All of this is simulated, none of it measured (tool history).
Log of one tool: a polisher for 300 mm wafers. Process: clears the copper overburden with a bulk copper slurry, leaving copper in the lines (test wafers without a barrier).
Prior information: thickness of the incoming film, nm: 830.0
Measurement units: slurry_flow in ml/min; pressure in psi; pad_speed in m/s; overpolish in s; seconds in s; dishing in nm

| run | hour | slurry_flow | pressure | pad_speed | slurry_solids | overpolish | seconds | dishing |
|---|---|---|---|---|---|---|---|---|
| 1 | 0.0 | 150 | 2.4 | 0.84 | 1.0 | 11 | 136.28 | 44.670 |
| 2 | 1.0 | 150 | 2.2 | 0.84 | 1.0 | 11 | 141.64 | 41.587 |
| 3 | 9.0 | 145 | 2.4 | 0.84 | 1.0 | 11 | 137.88 | 43.961 |
| 4 | 12.5 | 145 | 2.6 | 0.84 | 1.0 | 11 | 124.08 | 47.385 |
| 5 | 15.2 | 140 | 2.7 | 0.84 | 1.0 | 12 | 118.48 | 51.898 |
| 6 | 23.7 | 140 | 3.0 | 0.84 | 1.0 | 12 | 106.81 | 56.842 |

Forecast run 7:
| 7 | 28.4 | 140 | 3.0 | 0.84 | 1.0 | 13 | ? | ? |

{"run 7": {"seconds": 109.27, "dishing": 59.411}}

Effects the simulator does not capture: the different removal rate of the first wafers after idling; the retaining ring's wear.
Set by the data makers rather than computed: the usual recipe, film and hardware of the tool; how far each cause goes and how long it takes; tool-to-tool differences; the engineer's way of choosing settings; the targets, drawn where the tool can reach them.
